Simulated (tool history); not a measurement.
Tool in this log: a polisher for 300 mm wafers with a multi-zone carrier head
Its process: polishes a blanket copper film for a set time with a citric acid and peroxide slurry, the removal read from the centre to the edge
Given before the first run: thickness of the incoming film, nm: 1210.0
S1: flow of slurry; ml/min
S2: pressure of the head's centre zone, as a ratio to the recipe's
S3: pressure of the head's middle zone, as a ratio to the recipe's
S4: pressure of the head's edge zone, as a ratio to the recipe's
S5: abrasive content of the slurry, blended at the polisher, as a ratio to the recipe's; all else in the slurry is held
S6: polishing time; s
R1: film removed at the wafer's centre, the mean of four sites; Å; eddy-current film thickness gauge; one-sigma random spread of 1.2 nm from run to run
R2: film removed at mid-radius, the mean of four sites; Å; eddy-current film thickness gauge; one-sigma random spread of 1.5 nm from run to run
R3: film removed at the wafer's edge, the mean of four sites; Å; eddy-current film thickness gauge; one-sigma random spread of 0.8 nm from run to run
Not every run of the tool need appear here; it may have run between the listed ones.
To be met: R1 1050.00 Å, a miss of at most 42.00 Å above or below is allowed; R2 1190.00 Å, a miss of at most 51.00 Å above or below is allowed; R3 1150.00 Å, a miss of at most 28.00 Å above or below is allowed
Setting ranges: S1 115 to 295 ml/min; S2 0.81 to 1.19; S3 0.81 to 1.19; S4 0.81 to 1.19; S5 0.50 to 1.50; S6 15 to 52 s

Run 1, hour 0.0: S1 190 ml/min, S2 1.00, S3 1.00, S4 1.00, S5 1.00, S6 33 s. Result: R1 704.91 Å, R2 745.20 Å, R3 746.74 Å.
Run 2, hour 5.8: S1 170 ml/min, S2 1.00, S3 1.00, S4 1.00, S5 1.00, S6 33 s. Result: R1 681.24 Å, R2 758.95 Å, R3 731.01 Å.
Run 3, hour 9.4: S1 170 ml/min, S2 1.00, S3 1.00, S4 1.00, S5 1.20, S6 33 s. Result: R1 731.45 Å, R2 787.46 Å, R3 771.31 Å.
Run 4, hour 17.9: S1 170 ml/min, S2 1.00, S3 1.04, S4 1.00, S5 1.20, S6 33 s. Result: R1 740.72 Å, R2 806.34 Å, R3 772.96 Å.
Run 5, hour 26.0: S1 170 ml/min, S2 0.99, S3 1.07, S4 1.03, S5 1.25, S6 35 s. Result: R1 774.01 Å, R2 879.10 Å, R3 839.26 Å.
Run 6, hour 28.4: S1 170 ml/min, S2 0.99, S3 1.07, S4 1.09, S5 1.25, S6 35 s. Result: R1 769.62 Å, R2 885.58 Å, R3 847.58 Å.
Run 7, hour 30.0: S1 180 ml/min, S2 0.99, S3 1.08, S4 1.11, S5 1.30, S6 37 s. Result: R1 840.31 Å, R2 960.04 Å, R3 923.84 Å.
Run 8, hour 31.4: S1 190 ml/min, S2 0.99, S3 1.09, S4 1.13, S5 1.35, S6 38 s. Result: R1 860.42 Å, R2 1023.30 Å, R3 972.65 Å.
Run 9, hour 33.0: S1 195 ml/min, S2 1.00, S3 1.09, S4 1.14, S5 1.40, S6 39 s. Result: R1 933.74 Å, R2 1055.90 Å, R3 1024.20 Å.
Run 10, hour 37.8: S1 205 ml/min, S2 1.00, S3 1.10, S4 1.15, S5 1.40, S6 39 s. Result: R1 950.13 Å, R2 1054.50 Å, R3 1020.30 Å.
Run 11, hour 40.7: S1 210 ml/min, S2 1.00, S3 1.10, S4 1.16, S5 1.40, S6 40 s. Result: R1 957.25 Å, R2 1115.50 Å, R3 1061.30 Å.
Run 12, hour 45.9: S1 215 ml/min, S2 1.00, S3 1.10, S4 1.17, S5 1.40, S6 40 s. Result: R1 965.66 Å, R2 1086.90 Å, R3 1072.50 Å.
Run 13, hour 52.6: S1 220 ml/min, S2 1.00, S3 1.11, S4 1.17, S5 1.40, S6 40 s. Result: R1 977.27 Å, R2 1109.80 Å, R3 1080.30 Å.
Run 14, hour 54.5: S1 230 ml/min, S2 1.00, S3 1.12, S4 1.17, S5 1.40, S6 40 s. Result: R1 984.83 Å, R2 1137.40 Å, R3 1086.60 Å.
Run 15, hour 55.2: S1 230 ml/min, S2 1.00, S3 1.12, S4 1.17, S5 1.40, S6 40 s. Result: R1 975.83 Å, R2 1135.20 Å, R3 1084.20 Å.
Run 16, hour 56.5: S1 235 ml/min, S2 1.00, S3 1.12, S4 1.17, S5 1.40, S6 40 s. Result: R1 965.12 Å, R2 1115.70 Å, R3 1078.60 Å.

Which one of the following 4 next-run settings gets every result inside its allowed miss? There is exactly one.
Run A, hour 57.8: S1 225 ml/min, S2 1.13, S3 1.15, S4 1.15, S5 1.30, S6 39 s. Result: R1 ?, R2 ?, R3 ?.
Run B, hour 57.8: S1 235 ml/min, S2 1.01, S3 1.11, S4 1.17, S5 1.50, S6 37 s. Result: R1 ?, R2 ?, R3 ?.
Run C, hour 57.8: S1 235 ml/min, S2 0.92, S3 1.05, S4 1.19, S5 1.45, S6 42 s. Result: R1 ?, R2 ?, R3 ?.
Run D, hour 57.8: S1 200 ml/min, S2 1.02, S3 1.11, S4 1.17, S5 1.40, S6 43 s. Result: R1 ?, R2 ?, R3 ?.

move       R1       R2       R3
   A  1063.60  1077.80  1017.30
   B   939.43  1034.20  1013.80
   C   962.12  1110.70  1152.30
   D  1056.40  1154.40  1138.30
A: lands further from the targets than the last run did
B: lands further from the targets than the last run did
C: meets the target for the result that was furthest off, but another lies outside its allowed miss
D: every result within its allowed miss
D is the move that brings every result within its allowed miss.

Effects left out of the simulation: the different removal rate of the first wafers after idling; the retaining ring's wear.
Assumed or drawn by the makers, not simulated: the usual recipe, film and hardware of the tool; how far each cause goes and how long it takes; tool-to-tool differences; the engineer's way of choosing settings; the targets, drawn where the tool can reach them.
